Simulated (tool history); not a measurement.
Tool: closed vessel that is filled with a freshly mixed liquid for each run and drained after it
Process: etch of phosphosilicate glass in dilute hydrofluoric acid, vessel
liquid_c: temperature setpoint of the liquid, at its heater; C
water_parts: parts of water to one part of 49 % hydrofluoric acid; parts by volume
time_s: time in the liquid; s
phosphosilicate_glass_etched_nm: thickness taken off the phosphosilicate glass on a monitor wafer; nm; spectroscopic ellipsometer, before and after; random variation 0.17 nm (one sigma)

run	hour	liquid_c	water_parts	time_s	phosphosilicate_glass_etched_nm
1	0	20	190	65	15.286
2	7.4	20	190	65	15.274
3	16.2	20	240	65	11.608
4	18.2	20	265	65	10.297
5	25.7	20	305	65	8.6334
# hour 29.4: thermometer replaced
6	29.4	20	305	65	8.8779
7	37.4	21	280	65	10.342
8	45.8	25	205	65	17.716
9	51.2	25.5	195	65	19.044
10	58.4	25.5	195	65	19.101

Forecast run 11:
11	66.1	26	185	65	?

Run 11 gave phosphosilicate_glass_etched_nm 20.688 nm.
